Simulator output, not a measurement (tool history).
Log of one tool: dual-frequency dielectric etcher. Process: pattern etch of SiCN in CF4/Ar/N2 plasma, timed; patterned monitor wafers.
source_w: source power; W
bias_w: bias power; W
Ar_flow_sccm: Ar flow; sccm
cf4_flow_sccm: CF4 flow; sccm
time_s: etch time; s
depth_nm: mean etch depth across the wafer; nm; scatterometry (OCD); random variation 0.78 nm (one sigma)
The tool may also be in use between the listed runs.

run  hour  source_w  bias_w  Ar_flow_sccm  cf4_flow_sccm  time_s  depth_nm
  1   0.0       510      59           136             53   140.5    116.54
  2   7.8       510      59           127             53   140.5    118.93
  3  11.6       510      59           127             53   140.5    118.71
  4  16.0       550      59           127             53   140.5    129.13
  5  19.4       550      59           127             47   140.5    125.29
  6  20.5       550      59           137             47   140.5    125.33
  7  28.1       650      60           137             47   140.5    148.39

The next listed run, before its measurement:
  8  35.3       660      60           137             47   140.5         ?

Run 8 gave depth_nm 150.32 nm.
